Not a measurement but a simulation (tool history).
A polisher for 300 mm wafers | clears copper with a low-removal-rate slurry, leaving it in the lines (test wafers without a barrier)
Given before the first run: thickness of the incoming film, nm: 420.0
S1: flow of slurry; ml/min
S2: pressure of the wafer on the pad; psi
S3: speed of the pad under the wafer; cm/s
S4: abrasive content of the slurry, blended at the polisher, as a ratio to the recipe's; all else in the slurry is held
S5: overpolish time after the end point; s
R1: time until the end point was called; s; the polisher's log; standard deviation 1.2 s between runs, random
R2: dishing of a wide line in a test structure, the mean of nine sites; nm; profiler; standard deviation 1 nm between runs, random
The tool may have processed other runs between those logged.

| run | day | S1 | S2 | S3 | S4 | S5 | R1 | R2 |
|---|---|---|---|---|---|---|---|---|
| 1 | 0.000 | 250 | 3.8 | 120 | 1.0 | 23 | 92.199 | 60.973 |
| 2 | 0.162 | 250 | 3.8 | 120 | 1.0 | 24 | 91.448 | 62.186 |
| 3 | 0.275 | 250 | 3.8 | 120 | 1.0 | 25 | 91.870 | 65.255 |
| 4 | 0.392 | 250 | 3.8 | 120 | 0.8 | 25 | 96.972 | 62.003 |
| 5 | 0.488 | 250 | 3.8 | 144 | 0.8 | 25 | 83.062 | 71.212 |
| 6 | 0.800 | 250 | 3.8 | 144 | 0.8 | 26 | 83.111 | 72.128 |

Run 7 comes next. What will it give?
| 7 | 1.150 | 250 | 3.8 | 144 | 0.8 | 27 | ? | ? |

Run 7 gave R1 83.787 s, R2 73.371 nm.
